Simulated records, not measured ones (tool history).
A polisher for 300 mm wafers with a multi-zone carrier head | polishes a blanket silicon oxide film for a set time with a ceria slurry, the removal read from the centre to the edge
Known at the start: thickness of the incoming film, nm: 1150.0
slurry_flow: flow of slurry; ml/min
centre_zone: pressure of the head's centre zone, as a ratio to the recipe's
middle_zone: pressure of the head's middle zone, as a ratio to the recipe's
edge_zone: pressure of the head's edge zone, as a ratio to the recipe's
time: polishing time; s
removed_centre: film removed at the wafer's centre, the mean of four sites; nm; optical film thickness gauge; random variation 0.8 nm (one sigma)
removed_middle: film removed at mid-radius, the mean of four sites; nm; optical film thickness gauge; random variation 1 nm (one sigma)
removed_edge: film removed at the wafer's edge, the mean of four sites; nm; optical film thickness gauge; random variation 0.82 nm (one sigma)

run  hour  slurry_flow  centre_zone  middle_zone  edge_zone  time  removed_centre  removed_middle  removed_edge
  1     0          155            1            1          1    52          139.01           142.7        145.33
  2   3.8          155            1            1          1    59          158.04          161.16        160.82
  3   8.1          155            1            1       0.96    59          159.11          163.42        160.77
  4  16.7          140            1         1.02       0.93    51          134.39          137.37        134.54
  5  17.2          135         0.99         1.05        0.9    45          115.52           124.4        116.59
  6  24.5          135         0.99         1.05       0.94    45          117.65          125.22        120.15
  7  31.5          135         0.98         1.07       0.92    40          101.81          112.62        104.46
  8  36.7          135         0.98         1.07       0.92    40          99.957          112.15        104.32
  9  40.1          135         0.98         1.08        0.9    37          93.963          102.56        93.991
 10  48.8          140         0.96         1.08       0.88    36          91.709          102.94          92.5
 11  53.7          120         0.94         1.09       0.82    25           60.81          69.338         61.63
 12  55.3          135         0.94         1.09       0.83    25          62.573          71.163        61.873

Forecast run 13:
 13  64.1          180         0.95         1.13       0.93    31               ?               ?             ?

{"run 13": {"removed_centre": 81.825, "removed_middle": 95.338, "removed_edge": 83.48}}

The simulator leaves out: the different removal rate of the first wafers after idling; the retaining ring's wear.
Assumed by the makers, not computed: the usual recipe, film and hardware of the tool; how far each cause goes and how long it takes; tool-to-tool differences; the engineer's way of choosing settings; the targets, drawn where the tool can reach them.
